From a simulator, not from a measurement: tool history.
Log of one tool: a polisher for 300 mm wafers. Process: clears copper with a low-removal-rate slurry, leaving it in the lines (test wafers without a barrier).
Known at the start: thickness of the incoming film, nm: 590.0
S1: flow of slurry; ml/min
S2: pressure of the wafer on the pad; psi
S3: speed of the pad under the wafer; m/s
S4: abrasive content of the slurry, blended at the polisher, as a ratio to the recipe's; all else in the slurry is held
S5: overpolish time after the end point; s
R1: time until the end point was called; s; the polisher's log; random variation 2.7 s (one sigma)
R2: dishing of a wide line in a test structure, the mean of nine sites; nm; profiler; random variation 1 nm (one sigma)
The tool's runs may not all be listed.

run	day	S1	S2	S3	S4	S5	R1	R2
1	0	250	3	1.24	1	25	200.68	50.432
2	0.308	250	2.9	1.24	1	27	204.43	53.49
3	0.442	200	2.9	1.24	1	27	209.56	52.571
4	0.608	200	2.8	1.24	1	28	218.53	52.367
5	0.804	200	2.8	1.24	1.2	28	212.04	53.579
6	1.025	200	2.8	1.24	1.2	20	211.39	41.069

Forecast run 7:
7	1.35	200	2.7	1.24	1.2	23	?	?

Run 7 gave R1 215.82 s, R2 44.502 nm.
